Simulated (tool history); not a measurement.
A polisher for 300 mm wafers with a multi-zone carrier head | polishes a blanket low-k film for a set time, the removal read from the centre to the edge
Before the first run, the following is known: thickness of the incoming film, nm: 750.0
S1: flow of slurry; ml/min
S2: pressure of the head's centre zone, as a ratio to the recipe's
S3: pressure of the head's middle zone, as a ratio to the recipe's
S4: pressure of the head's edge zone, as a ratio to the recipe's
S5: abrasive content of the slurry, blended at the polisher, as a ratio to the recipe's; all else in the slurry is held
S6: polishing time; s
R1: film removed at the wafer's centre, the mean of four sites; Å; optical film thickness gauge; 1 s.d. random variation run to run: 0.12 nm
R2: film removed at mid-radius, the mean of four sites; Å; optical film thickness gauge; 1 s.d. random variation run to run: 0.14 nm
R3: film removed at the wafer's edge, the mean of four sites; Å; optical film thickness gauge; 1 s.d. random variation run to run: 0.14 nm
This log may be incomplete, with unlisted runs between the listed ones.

run  hour   S1    S2    S3    S4    S5  S6      R1      R2      R3
  1     0  190     1     1     1     1  46  155.03  152.96  159.46
  2   7.5  190     1     1     1   1.2  46   167.8  166.64  173.63
  3  12.5  190  0.98     1  0.99   1.1  45  157.57  155.11  161.84
  4  17.1  190  0.94     1  0.99   1.1  45  150.54  154.94  165.27
  5  21.6  190  0.94  0.92  0.99   1.1  45  152.83  144.74  159.67
  6  28.4  190  0.93  0.94  0.97     1  44  143.49   142.4  147.24
  7  30.8  185  0.91  0.94  0.97  0.95  43  131.36  130.91  139.98
  8  37.8  180   0.9  0.94  0.95   0.9  43  126.87  129.61  134.86
  9  40.4  175  0.89  0.94  0.94  0.85  43  123.64  124.55  129.29
 10  47.1  170  0.88  0.95  0.93   0.8  43  113.87  123.86  128.76

Predict the results of run 11:
 11  48.1  220  0.95   1  0.86  0.55  37   ?   ?   ?

{"run 11": {"R1": 88.79, "R2": 95.106, "R3": 88.256}}

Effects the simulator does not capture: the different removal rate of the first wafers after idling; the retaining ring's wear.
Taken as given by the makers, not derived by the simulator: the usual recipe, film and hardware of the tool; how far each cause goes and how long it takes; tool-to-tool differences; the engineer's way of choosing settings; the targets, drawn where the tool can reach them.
